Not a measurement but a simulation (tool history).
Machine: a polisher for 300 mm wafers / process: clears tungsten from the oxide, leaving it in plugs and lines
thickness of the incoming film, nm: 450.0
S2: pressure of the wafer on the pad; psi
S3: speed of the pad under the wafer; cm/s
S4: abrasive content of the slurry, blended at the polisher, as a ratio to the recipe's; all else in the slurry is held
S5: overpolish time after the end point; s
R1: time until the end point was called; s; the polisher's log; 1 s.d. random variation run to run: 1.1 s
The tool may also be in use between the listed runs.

run 1 day=0 | flow_of_slurry_(ml/min)=315 S2=4.1 S3=92 S4=1 S5=5 | R1=78.739
run 2 day=0.062 | flow_of_slurry_(ml/min)=315 S2=4.3 S3=92 S4=1 S5=5 | R1=75.788
run 3 day=0.421 | flow_of_slurry_(ml/min)=355 S2=4.3 S3=92 S4=1 S5=5 | R1=74.091
run 4 day=0.5 | flow_of_slurry_(ml/min)=355 S2=4.4 S3=92 S4=1 S5=5 | R1=71.703
run 5 day=0.667 | flow_of_slurry_(ml/min)=280 S2=4.4 S3=92 S4=1 S5=5 | R1=71.79
run 6 day=0.921 | flow_of_slurry_(ml/min)=280 S2=4.4 S3=92 S4=0.9 S5=5 | R1=75.951
run 7 day=0.967 | flow_of_slurry_(ml/min)=280 S2=4.5 S3=92 S4=0.9 S5=5 | R1=75.972
run 8 day=1.117 | flow_of_slurry_(ml/min)=280 S2=4.7 S3=92 S4=0.9 S5=5 | R1=69.815

The next listed run, before its measurement:
run 9 day=1.367 | flow_of_slurry_(ml/min)=280 S2=4.8 S3=92 S4=0.9 S5=5 | R1=?

R1: 71.252 s
